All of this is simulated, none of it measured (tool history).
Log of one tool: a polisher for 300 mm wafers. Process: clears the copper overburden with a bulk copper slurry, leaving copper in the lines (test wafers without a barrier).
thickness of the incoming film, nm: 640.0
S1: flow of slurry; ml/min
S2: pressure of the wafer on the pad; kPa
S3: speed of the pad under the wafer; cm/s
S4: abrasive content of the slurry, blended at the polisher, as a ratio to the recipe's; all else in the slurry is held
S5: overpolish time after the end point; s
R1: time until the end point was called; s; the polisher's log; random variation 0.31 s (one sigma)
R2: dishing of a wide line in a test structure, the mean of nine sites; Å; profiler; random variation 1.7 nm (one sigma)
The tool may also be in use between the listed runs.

| run | day | S1 | S2 | S3 | S4 | S5 | R1 | R2 |
|---|---|---|---|---|---|---|---|---|
| 1 | 0 | 240 | 23.4 | 132 | 1 | 14 | 48.134 | 680.42 |
| 2 | 0.158 | 240 | 25.5 | 136 | 1 | 14 | 42.857 | 721.1 |
| 3 | 0.308 | 240 | 27.6 | 140 | 1 | 14 | 38.14 | 758.87 |
| 4 | 0.646 | 240 | 29 | 142 | 1 | 14 | 36.796 | 768.31 |
| 5 | 0.758 | 240 | 29 | 142 | 0.85 | 14 | 39.127 | 758.84 |
| 6 | 0.808 | 240 | 30.3 | 148 | 0.85 | 14 | 34.466 | 770.71 |
| 7 | 0.9 | 240 | 31 | 150 | 0.85 | 14 | 34.286 | 803.64 |
| 8 | 1.208 | 240 | 31.7 | 154 | 0.85 | 14 | 32.08 | 794.29 |
| 9 | 1.375 | 240 | 32.4 | 156 | 0.85 | 14 | 31.122 | 844.55 |

Forecast run 10:
| 10 | 1.538 | 240 | 33.1 | 160 | 0.85 | 13 | ? | ? |

Run 10 gave R1 30.302 s, R2 827.25 Å.
